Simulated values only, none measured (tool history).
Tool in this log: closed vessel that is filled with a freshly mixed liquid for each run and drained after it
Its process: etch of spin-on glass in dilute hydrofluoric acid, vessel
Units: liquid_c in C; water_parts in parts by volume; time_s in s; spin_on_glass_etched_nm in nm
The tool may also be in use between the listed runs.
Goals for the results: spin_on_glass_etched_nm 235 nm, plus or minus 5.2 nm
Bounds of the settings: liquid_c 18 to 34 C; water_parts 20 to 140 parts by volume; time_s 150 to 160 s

{"run": 1, "hour": 0.0, "liquid_c": 26, "water_parts": 75, "time_s": 150, "spin_on_glass_etched_nm": 93.6}
{"run": 2, "hour": 7.0, "liquid_c": 26, "water_parts": 95, "time_s": 150, "spin_on_glass_etched_nm": 71.719}
{"run": 3, "hour": 13.0, "liquid_c": 26, "water_parts": 95, "time_s": 150, "spin_on_glass_etched_nm": 71.726}
{"run": 4, "hour": 19.0, "liquid_c": 26, "water_parts": 95, "time_s": 160, "spin_on_glass_etched_nm": 76.26}
{"run": 5, "hour": 23.8, "liquid_c": 26, "water_parts": 95, "time_s": 160, "spin_on_glass_etched_nm": 76.846}
{"run": 6, "hour": 31.2, "liquid_c": 24.5, "water_parts": 95, "time_s": 160, "spin_on_glass_etched_nm": 72.66}
{"run": 7, "hour": 34.7, "liquid_c": 24.5, "water_parts": 95, "time_s": 160, "spin_on_glass_etched_nm": 72.609}
{"run": 8, "hour": 35.3, "liquid_c": 26, "water_parts": 85, "time_s": 160, "spin_on_glass_etched_nm": 88.214}
{"run": 9, "hour": 36.4, "liquid_c": 27, "water_parts": 75, "time_s": 160, "spin_on_glass_etched_nm": 104.38}
{"run": 10, "hour": 37.5, "liquid_c": 28, "water_parts": 70, "time_s": 160, "spin_on_glass_etched_nm": 117.9}
{"run": 11, "hour": 46.2, "liquid_c": 29, "water_parts": 65, "time_s": 160, "spin_on_glass_etched_nm": 132.31}
{"run": 12, "hour": 51.5, "liquid_c": 30, "water_parts": 60, "time_s": 160, "spin_on_glass_etched_nm": 149.79}
{"hour": 58.2, "done": "thermometer replaced"}
{"run": 13, "hour": 58.2, "liquid_c": 30.5, "water_parts": 55, "time_s": 160, "spin_on_glass_etched_nm": 154.57}
{"run": 14, "hour": 61.2, "liquid_c": 34, "water_parts": 25, "time_s": 160, "spin_on_glass_etched_nm": 407.57}
{"run": 15, "hour": 69.4, "liquid_c": 32.5, "water_parts": 25, "time_s": 160, "spin_on_glass_etched_nm": 388.18}
{"run": 16, "hour": 74.2, "liquid_c": 30.5, "water_parts": 25, "time_s": 160, "spin_on_glass_etched_nm": 358.02}

Pick the move, out of 4, that brings all results within their allowed miss; only one does.
{"run": "A", "hour": 79.0, "liquid_c": 31, "water_parts": 40, "time_s": 160, "spin_on_glass_etched_nm": "?"}
{"run": "B", "hour": 79.0, "liquid_c": 30.5, "water_parts": 35, "time_s": 150, "spin_on_glass_etched_nm": "?"}
{"run": "C", "hour": 79.0, "liquid_c": 31, "water_parts": 40, "time_s": 155, "spin_on_glass_etched_nm": "?"}
{"run": "D", "hour": 79.0, "liquid_c": 28.5, "water_parts": 30, "time_s": 155, "spin_on_glass_etched_nm": "?"}

move=A spin_on_glass_etched_nm=221.56
move=B spin_on_glass_etched_nm=234.6
move=C spin_on_glass_etched_nm=214.63
move=D spin_on_glass_etched_nm=263.08
A: the result that was furthest off in the last run now lies on the other side of its target
B: all results in spec
C: the result that was furthest off in the last run now lies on the other side of its target
D: nearer than the last run, and not there yet
Go with B: it meets all targets.
